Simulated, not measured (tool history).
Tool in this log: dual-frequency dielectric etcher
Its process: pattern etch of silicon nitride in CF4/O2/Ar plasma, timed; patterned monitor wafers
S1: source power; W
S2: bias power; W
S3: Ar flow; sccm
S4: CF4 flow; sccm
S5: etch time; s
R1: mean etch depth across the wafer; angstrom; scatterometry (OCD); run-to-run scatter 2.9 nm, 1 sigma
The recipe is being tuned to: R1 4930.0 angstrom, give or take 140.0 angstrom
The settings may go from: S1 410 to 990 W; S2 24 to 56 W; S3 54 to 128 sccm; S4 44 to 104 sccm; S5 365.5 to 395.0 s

Run 1, day 0.000: S1 700 W, S2 40 W, S3 91 sccm, S4 74 sccm, S5 395.0 s. Result: R1 8025.4 angstrom.
Run 2, day 0.208: S1 700 W, S2 40 W, S3 105 sccm, S4 74 sccm, S5 395.0 s. Result: R1 7862.1 angstrom.
Run 3, day 0.517: S1 640 W, S2 38 W, S3 107 sccm, S4 73 sccm, S5 393.0 s. Result: R1 7165.8 angstrom.
Run 4, day 0.688: S1 640 W, S2 38 W, S3 107 sccm, S4 65 sccm, S5 393.0 s. Result: R1 6979.2 angstrom.
Run 5, day 0.900: S1 760 W, S2 38 W, S3 107 sccm, S4 65 sccm, S5 393.0 s. Result: R1 8142.2 angstrom.
Run 6, day 1.112: S1 720 W, S2 38 W, S3 107 sccm, S4 65 sccm, S5 393.0 s. Result: R1 7854.9 angstrom.
Run 7, day 1.179: S1 660 W, S2 37 W, S3 108 sccm, S4 64 sccm, S5 390.5 s. Result: R1 7092.4 angstrom.
Run 8, day 1.442: S1 660 W, S2 37 W, S3 108 sccm, S4 64 sccm, S5 390.5 s. Result: R1 7018.4 angstrom.
Run 9, day 1.725: S1 610 W, S2 36 W, S3 108 sccm, S4 64 sccm, S5 390.0 s. Result: R1 6540.6 angstrom.
Run 10, day 1.775: S1 570 W, S2 35 W, S3 108 sccm, S4 64 sccm, S5 389.5 s. Result: R1 6019.4 angstrom.
Run 11, day 2.004: S1 540 W, S2 35 W, S3 108 sccm, S4 64 sccm, S5 389.5 s. Result: R1 5811.4 angstrom.
Run 12, day 2.362: S1 520 W, S2 35 W, S3 108 sccm, S4 64 sccm, S5 389.5 s. Result: R1 5599.7 angstrom.
Run 13, day 2.533: S1 500 W, S2 35 W, S3 108 sccm, S4 64 sccm, S5 389.5 s. Result: R1 5364.1 angstrom.
Run 14, day 2.667: S1 490 W, S2 35 W, S3 108 sccm, S4 64 sccm, S5 389.5 s. Result: R1 5320.8 angstrom.

5 next moves are on the table. One of them brings every result within its allowed miss. Which?
Run A, day 2.800: S1 520 W, S2 35 W, S3 107 sccm, S4 68 sccm, S5 388.0 s. Result: R1 ?.
Run B, day 2.800: S1 600 W, S2 35 W, S3 92 sccm, S4 67 sccm, S5 365.5 s. Result: R1 ?.
Run C, day 2.800: S1 580 W, S2 29 W, S3 119 sccm, S4 59 sccm, S5 395.0 s. Result: R1 ?.
Run D, day 2.800: S1 440 W, S2 37 W, S3 95 sccm, S4 66 sccm, S5 365.5 s. Result: R1 ?.
Run E, day 2.800: S1 520 W, S2 24 W, S3 115 sccm, S4 68 sccm, S5 395.0 s. Result: R1 ?.

move      R1
   A  5586.6
   B  6062.3
   C  5669.9
   D  4678.6
   E  4928.8
A: further off than the last run
B: further off than the last run
C: further off than the last run
D: the result that was furthest off in the last run now lies on the other side of its target
E: all results in spec
E is the move that brings every result within its allowed miss.
